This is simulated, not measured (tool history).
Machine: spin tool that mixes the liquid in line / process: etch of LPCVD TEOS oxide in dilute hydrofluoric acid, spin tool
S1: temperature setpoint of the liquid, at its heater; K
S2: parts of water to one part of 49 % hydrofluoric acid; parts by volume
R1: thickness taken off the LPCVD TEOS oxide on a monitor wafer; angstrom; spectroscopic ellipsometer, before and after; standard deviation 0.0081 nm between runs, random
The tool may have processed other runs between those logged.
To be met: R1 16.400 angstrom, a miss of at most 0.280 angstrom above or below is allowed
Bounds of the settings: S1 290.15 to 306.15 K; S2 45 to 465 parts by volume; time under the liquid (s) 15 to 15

run 1 day=0.000 | S1=298.15 S2=255 time_under_the_liquid_(s)=15 | R1=29.762
run 2 day=0.317 | S1=300.65 S2=255 time_under_the_liquid_(s)=15 | R1=32.797
run 3 day=0.688 | S1=300.65 S2=255 time_under_the_liquid_(s)=15 | R1=32.899
run 4 day=0.779 | S1=300.65 S2=185 time_under_the_liquid_(s)=15 | R1=48.629
run 5 day=0.979 | S1=300.65 S2=185 time_under_the_liquid_(s)=15 | R1=48.768
run 6 day=1.267 | S1=297.65 S2=220 time_under_the_liquid_(s)=15 | R1=35.703
run 7 day=1.429 | S1=293.65 S2=325 time_under_the_liquid_(s)=15 | R1=18.627
run 8 day=1.750 | S1=292.65 S2=325 time_under_the_liquid_(s)=15 | R1=18.012

Which of these 4 next moves meets every target?
run A day=2.071 | S1=290.15 S2=280 time_under_the_liquid_(s)=15 | R1=?
run B day=2.071 | S1=292.65 S2=295 time_under_the_liquid_(s)=15 | R1=?
run C day=2.071 | S1=293.15 S2=355 time_under_the_liquid_(s)=15 | R1=?
run D day=2.071 | S1=294.65 S2=320 time_under_the_liquid_(s)=15 | R1=?

move=A R1=19.989
move=B R1=20.570
move=C R1=16.520
move=D R1=19.932
A: further off than the last run
B: further off than the last run
C: every result lands within tolerance
D: further off than the last run
Go with C: it meets all targets.

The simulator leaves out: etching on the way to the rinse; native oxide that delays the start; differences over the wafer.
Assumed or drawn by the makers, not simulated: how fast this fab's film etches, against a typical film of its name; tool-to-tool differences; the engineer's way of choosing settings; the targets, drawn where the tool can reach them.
